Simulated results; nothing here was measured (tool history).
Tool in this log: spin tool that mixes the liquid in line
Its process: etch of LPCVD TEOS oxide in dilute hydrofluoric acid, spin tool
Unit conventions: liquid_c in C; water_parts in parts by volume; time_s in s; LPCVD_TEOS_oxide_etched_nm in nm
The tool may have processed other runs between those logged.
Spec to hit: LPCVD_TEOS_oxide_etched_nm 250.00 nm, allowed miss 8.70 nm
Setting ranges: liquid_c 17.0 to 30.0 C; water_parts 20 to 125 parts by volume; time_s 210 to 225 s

run    day  liquid_c  water_parts  time_s  LPCVD_TEOS_oxide_etched_nm
  1  0.000      22.0           70     210                       68.84
  2  0.200      22.0           45     210                      109.99
  3  0.425      23.5           40     210                      133.65
  4  0.504      25.0           35     210                      165.16
  5  0.583      27.0           35     210                      178.02
  6  0.629      27.0           35     210                      175.73
  7  0.762      27.5           35     210                      179.03
  8  1.046      28.0           35     210                      187.60
  9  1.267      28.5           35     210                      189.49
 10  1.292      29.0           35     210                      189.32
 11  1.617      29.0           30     210                      222.06
 12  1.704      29.5           30     210                      234.10
 13  1.888      30.0           30     210                      232.87
     2.242  -- hydrofluoric acid flow meter replaced
 14  2.242      30.0           25     210                      325.75
 15  2.417      29.0           25     210                      308.56
 16  2.733      25.0           25     210                      262.27

Next run, 5 choices. One meets every target within its allowed miss, the rest don't. Which?
  A  3.050      30.0           30     220                           ?
  B  3.050      25.0           25     215                           ?
  C  3.050      24.5           25     220                           ?
  D  3.050      25.5           25     210                           ?
  E  3.050      24.0           25     210                           ?

move  LPCVD_TEOS_oxide_etched_nm
   A                      276.64
   B                      266.43
   C                      266.98
   D                      265.71
   E                      249.56
A: its largest miss is bigger than the last run's
B: its largest miss is bigger than the last run's
C: its largest miss is bigger than the last run's
D: its largest miss is bigger than the last run's
E: in spec on every target
Correct choice: E, which meets every target

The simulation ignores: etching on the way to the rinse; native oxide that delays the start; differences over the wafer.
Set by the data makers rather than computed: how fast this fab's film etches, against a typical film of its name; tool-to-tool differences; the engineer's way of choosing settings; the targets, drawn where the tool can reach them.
